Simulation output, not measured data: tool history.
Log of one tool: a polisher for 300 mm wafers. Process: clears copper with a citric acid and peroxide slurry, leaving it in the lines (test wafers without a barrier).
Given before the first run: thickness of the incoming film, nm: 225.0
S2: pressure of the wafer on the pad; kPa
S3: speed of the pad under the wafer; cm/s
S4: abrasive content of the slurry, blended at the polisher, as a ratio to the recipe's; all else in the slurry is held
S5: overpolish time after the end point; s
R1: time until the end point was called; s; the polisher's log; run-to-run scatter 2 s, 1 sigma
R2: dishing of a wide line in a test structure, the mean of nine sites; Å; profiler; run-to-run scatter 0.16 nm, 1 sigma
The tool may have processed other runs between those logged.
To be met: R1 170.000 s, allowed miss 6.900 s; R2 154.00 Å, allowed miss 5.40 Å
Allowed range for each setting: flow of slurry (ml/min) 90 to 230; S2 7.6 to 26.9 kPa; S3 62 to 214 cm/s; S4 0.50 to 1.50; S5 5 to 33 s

Run 1, day 0.000: flow of slurry (ml/min) 150, S2 17.2 kPa, S3 138 cm/s, S4 1.00, S5 17 s. Result: R1 87.582 s, R2 325.04 Å.
Run 2, day 0.054: flow of slurry (ml/min) 180, S2 17.2 kPa, S3 138 cm/s, S4 1.00, S5 17 s. Result: R1 83.489 s, R2 332.43 Å.
Run 3, day 0.342: flow of slurry (ml/min) 180, S2 15.9 kPa, S3 136 cm/s, S4 1.00, S5 17 s. Result: R1 92.289 s, R2 307.15 Å.
Run 4, day 0.533: flow of slurry (ml/min) 180, S2 15.9 kPa, S3 154 cm/s, S4 1.00, S5 17 s. Result: R1 83.158 s, R2 330.99 Å.
Run 5, day 0.567: flow of slurry (ml/min) 180, S2 15.9 kPa, S3 154 cm/s, S4 0.80, S5 17 s. Result: R1 88.921 s, R2 322.55 Å.
Run 6, day 0.612: flow of slurry (ml/min) 180, S2 14.5 kPa, S3 150 cm/s, S4 0.80, S5 17 s. Result: R1 97.396 s, R2 287.78 Å.
Run 7, day 0.742: flow of slurry (ml/min) 175, S2 13.8 kPa, S3 146 cm/s, S4 0.80, S5 17 s. Result: R1 106.230 s, R2 266.37 Å.
Run 8, day 0.854: flow of slurry (ml/min) 150, S2 9.0 kPa, S3 136 cm/s, S4 0.80, S5 14 s. Result: R1 174.750 s, R2 140.61 Å.

Of the 4 settings listed for the next run, only one would bring every result within its allowed miss of target. Which one?
Run A, day 0.967: flow of slurry (ml/min) 125, S2 9.7 kPa, S3 126 cm/s, S4 0.95, S5 15 s. Result: R1 ?, R2 ?.
Run B, day 0.967: flow of slurry (ml/min) 150, S2 10.3 kPa, S3 128 cm/s, S4 0.75, S5 13 s. Result: R1 ?, R2 ?.
Run C, day 0.967: flow of slurry (ml/min) 150, S2 10.3 kPa, S3 112 cm/s, S4 1.00, S5 16 s. Result: R1 ?, R2 ?.
Run D, day 0.967: flow of slurry (ml/min) 180, S2 7.6 kPa, S3 156 cm/s, S4 1.05, S5 16 s. Result: R1 ?, R2 ?.

move       R1      R2
   A  172.970  151.01
   B  164.750  138.43
   C  170.550  162.90
   D  167.030  164.29
A: all results in spec
B: lands further from the targets than the last run did
C: takes the result that was furthest off past its target
D: takes the result that was furthest off past its target
Go with A: it meets all targets.

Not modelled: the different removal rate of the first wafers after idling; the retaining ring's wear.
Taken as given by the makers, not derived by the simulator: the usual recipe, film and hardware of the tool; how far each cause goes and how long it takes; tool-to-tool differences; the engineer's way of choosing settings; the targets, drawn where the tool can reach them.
